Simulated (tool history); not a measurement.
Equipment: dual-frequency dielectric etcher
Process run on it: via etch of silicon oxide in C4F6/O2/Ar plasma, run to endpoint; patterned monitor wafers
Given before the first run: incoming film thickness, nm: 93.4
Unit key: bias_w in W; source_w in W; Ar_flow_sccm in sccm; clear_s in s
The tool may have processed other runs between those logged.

run	hour	bias_w	source_w	Ar_flow_sccm	clear_s
1	0	408	400	258	23.093
2	6.3	381	400	258	23.784
3	7.7	381	400	231	23.588
4	11.1	408	400	231	22.699
5	16.6	425	400	231	22.251
6	20.6	379	400	231	23.566

Run 7 has not been measured yet. What should we expect?
7	28.2	402	400	231	?

Run 7 produced clear_s 22.952 s.

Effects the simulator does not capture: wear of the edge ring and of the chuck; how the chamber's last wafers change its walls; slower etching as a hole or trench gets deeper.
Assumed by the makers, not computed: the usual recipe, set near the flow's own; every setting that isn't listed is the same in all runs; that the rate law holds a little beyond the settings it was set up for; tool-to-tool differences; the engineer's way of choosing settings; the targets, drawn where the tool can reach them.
